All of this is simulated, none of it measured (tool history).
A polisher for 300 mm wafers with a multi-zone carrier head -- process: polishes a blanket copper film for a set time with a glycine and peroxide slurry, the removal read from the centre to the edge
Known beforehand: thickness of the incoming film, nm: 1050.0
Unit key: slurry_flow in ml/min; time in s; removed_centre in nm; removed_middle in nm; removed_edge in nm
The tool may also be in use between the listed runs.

run	hour	slurry_flow	centre_zone	middle_zone	edge_zone	time	removed_centre	removed_middle	removed_edge
1	0	240	1	1	1	52	266.58	264.71	263.05
2	0.6	240	0.96	1	1	52	256.36	269.12	268.56
3	7.4	240	0.96	1.06	1	52	257.65	274.75	266.67
4	8.8	240	0.96	1.06	1.07	52	258.6	274.76	275.22
5	12.2	235	0.99	1.02	1.08	51	256.4	263.18	265.87
6	13.9	240	1.02	0.98	1.1	51	268.07	257.77	267.63

Forecast run 7:
7	21.8	235	1.04	0.95	1.11	51	?	?	?

removed_centre: 269.9 nm
removed_middle: 245.5 nm
removed_edge: 275.43 nm

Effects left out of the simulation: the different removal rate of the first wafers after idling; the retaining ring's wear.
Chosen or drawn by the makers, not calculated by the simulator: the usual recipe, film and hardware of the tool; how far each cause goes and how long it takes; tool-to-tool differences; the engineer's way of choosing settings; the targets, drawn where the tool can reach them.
